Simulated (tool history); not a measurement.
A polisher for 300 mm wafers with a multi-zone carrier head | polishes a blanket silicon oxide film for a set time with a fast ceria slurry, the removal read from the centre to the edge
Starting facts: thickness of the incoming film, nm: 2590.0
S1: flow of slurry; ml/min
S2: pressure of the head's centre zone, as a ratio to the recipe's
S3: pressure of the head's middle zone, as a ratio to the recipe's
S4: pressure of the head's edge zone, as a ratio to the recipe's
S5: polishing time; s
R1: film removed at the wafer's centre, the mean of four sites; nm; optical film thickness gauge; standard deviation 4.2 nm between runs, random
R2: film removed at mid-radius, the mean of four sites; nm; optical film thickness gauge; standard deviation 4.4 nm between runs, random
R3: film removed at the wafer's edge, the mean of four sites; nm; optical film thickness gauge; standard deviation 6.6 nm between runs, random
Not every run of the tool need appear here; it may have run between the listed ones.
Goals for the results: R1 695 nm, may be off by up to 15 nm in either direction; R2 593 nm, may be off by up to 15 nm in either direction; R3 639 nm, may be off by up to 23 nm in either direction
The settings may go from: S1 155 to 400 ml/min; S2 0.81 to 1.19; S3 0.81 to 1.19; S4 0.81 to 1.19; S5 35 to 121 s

{"run": 1, "hour": 0.0, "S1": 255, "S2": 1, "S3": 1, "S4": 1, "S5": 78, "R1": 780.54, "R2": 799.24, "R3": 823.15}
{"run": 2, "hour": 2.3, "S1": 250, "S2": 1.01, "S3": 0.98, "S4": 0.98, "S5": 76, "R1": 762.13, "R2": 757.58, "R3": 782.43}
{"run": 3, "hour": 7.0, "S1": 245, "S2": 1.01, "S3": 0.96, "S4": 0.96, "S5": 75, "R1": 749.13, "R2": 745.13, "R3": 759.81}
{"run": 4, "hour": 7.7, "S1": 245, "S2": 1.01, "S3": 0.96, "S4": 0.96, "S5": 64, "R1": 646.21, "R2": 635.34, "R3": 649.69}
{"run": 5, "hour": 14.8, "S1": 245, "S2": 0.95, "S3": 0.96, "S4": 0.96, "S5": 64, "R1": 607.1, "R2": 635.2, "R3": 640.98}
{"run": 6, "hour": 16.2, "S1": 245, "S2": 0.95, "S3": 1.02, "S4": 0.96, "S5": 64, "R1": 607.11, "R2": 673.54, "R3": 650.84}
{"run": 7, "hour": 24.7, "S1": 250, "S2": 0.96, "S3": 1, "S4": 0.96, "S5": 64, "R1": 611.28, "R2": 657.61, "R3": 653.98}
{"hour": 33.0, "done": "edge zone pressure recalibrated"}
{"run": 8, "hour": 33.0, "S1": 295, "S2": 1.06, "S3": 0.9, "S4": 0.88, "S5": 63, "R1": 681.11, "R2": 595.09, "R3": 607.94}
{"run": 9, "hour": 40.7, "S1": 295, "S2": 1.06, "S3": 0.9, "S4": 0.89, "S5": 63, "R1": 678.81, "R2": 594.72, "R3": 604.1}

Below are 5 possible settings for the next run. Only one of them brings all results inside the allowed miss of their targets. Which is it?
{"run": "A", "hour": 48.4, "S1": 340, "S2": 1.05, "S3": 0.92, "S4": 1.08, "S5": 60, "R1": "?", "R2": "?", "R3": "?"}
{"run": "B", "hour": 48.4, "S1": 310, "S2": 1, "S3": 0.87, "S4": 0.98, "S5": 64, "R1": "?", "R2": "?", "R3": "?"}
{"run": "C", "hour": 48.4, "S1": 320, "S2": 1.05, "S3": 0.85, "S4": 0.86, "S5": 62, "R1": "?", "R2": "?", "R3": "?"}
{"run": "D", "hour": 48.4, "S1": 300, "S2": 1.04, "S3": 0.81, "S4": 0.96, "S5": 68, "R1": "?", "R2": "?", "R3": "?"}
{"run": "E", "hour": 48.4, "S1": 325, "S2": 1.07, "S3": 0.88, "S4": 0.99, "S5": 63, "R1": "?", "R2": "?", "R3": "?"}

move=A R1=655.72 R2=583.69 R3=638.25
move=B R1=660.19 R2=590.23 R3=645.9
move=C R1=673.63 R2=562.37 R3=590.3
move=D R1=727.18 R2=589.7 R3=678.67
move=E R1=698.75 R2=588.58 R3=640.72
A: the furthest-off result lands on target, but another misses its tolerance
B: the furthest-off result lands on target, but another misses its tolerance
C: further off than the last run
D: carries the result that was furthest off beyond its target, to the other side
E: every result within its allowed miss
Answer: E
